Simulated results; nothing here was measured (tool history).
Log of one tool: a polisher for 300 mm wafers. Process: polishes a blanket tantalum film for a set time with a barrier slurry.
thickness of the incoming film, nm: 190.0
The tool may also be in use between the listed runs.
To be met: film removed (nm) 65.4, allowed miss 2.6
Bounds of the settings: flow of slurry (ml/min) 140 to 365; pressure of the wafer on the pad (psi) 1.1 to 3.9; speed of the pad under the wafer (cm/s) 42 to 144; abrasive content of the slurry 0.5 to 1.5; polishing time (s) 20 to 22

run	day	flow of slurry (ml/min)	pressure of the wafer on the pad (psi)	speed of the pad under the wafer (cm/s)	abrasive content of the slurry	polishing time (s)	film removed (nm)
1	0	235	2.5	92	1	22	41.021
2	0.108	235	2.8	92	1	22	46.181
3	0.325	235	2.9	92	1	22	47.828
4	0.446	265	2.9	92	1	22	48.65
5	0.738	265	3	92	1	22	50.435
6	0.838	265	2.4	92	1	22	40.111
7	1.158	265	2.6	92	1	22	43.873
8	1.217	270	2.8	92	1	22	47.07
9	1.471	270	2.9	92	1	22	49.455
10	1.533	275	3	92	1	22	49.68
11	1.862	275	3.1	92	1	22	53.522
12	2.05	275	3.2	92	1	22	53.896
13	2.408	275	3.3	92	1	22	54.385
14	2.729	275	3.4	92	1	22	56.901
15	2.788	275	3.5	92	1	22	58.559
16	3.062	275	3.6	92	1	22	60.42

5 next moves are on the table. One of them brings every result within its allowed miss. Which?
A	3.338	305	3.5	108	1	21	?
B	3.338	280	3.7	90	1.05	21	?
C	3.338	275	3.2	98	1	21	?
D	3.338	325	3.3	88	1.3	22	?
E	3.338	250	3.7	114	0.95	22	?

move	film removed (nm)
A	65.227
B	59.749
C	54.712
D	58.438
E	72.964
A: meets every target
B: further off than the last run
C: further off than the last run
D: further off than the last run
E: takes the result that was furthest off past its target
Move A is the one to make.
